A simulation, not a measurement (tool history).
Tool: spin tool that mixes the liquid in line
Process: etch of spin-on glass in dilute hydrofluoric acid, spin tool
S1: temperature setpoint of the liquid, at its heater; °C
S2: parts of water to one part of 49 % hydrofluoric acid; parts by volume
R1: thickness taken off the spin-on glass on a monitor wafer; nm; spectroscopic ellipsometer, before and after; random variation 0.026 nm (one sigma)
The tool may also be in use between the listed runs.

run 1 hour=0.0 | S1=21.0 S2=150 time_under_the_liquid_(s)=70 | R1=9.7485
run 2 hour=2.5 | S1=21.0 S2=150 time_under_the_liquid_(s)=70 | R1=9.7420
run 3 hour=7.9 | S1=20.5 S2=160 time_under_the_liquid_(s)=70 | R1=8.8515
run 4 hour=12.0 | S1=20.5 S2=160 time_under_the_liquid_(s)=70 | R1=8.8986
run 5 hour=20.6 | S1=18.0 S2=160 time_under_the_liquid_(s)=70 | R1=8.0638
run 6 hour=29.0 | S1=18.0 S2=160 time_under_the_liquid_(s)=70 | R1=8.0044
run 7 hour=34.8 | S1=18.0 S2=165 time_under_the_liquid_(s)=70 | R1=7.7054

The next listed run, before its measurement:
run 8 hour=36.1 | S1=18.0 S2=170 time_under_the_liquid_(s)=70 | R1=?

{"run 8": {"R1": 7.5225}}
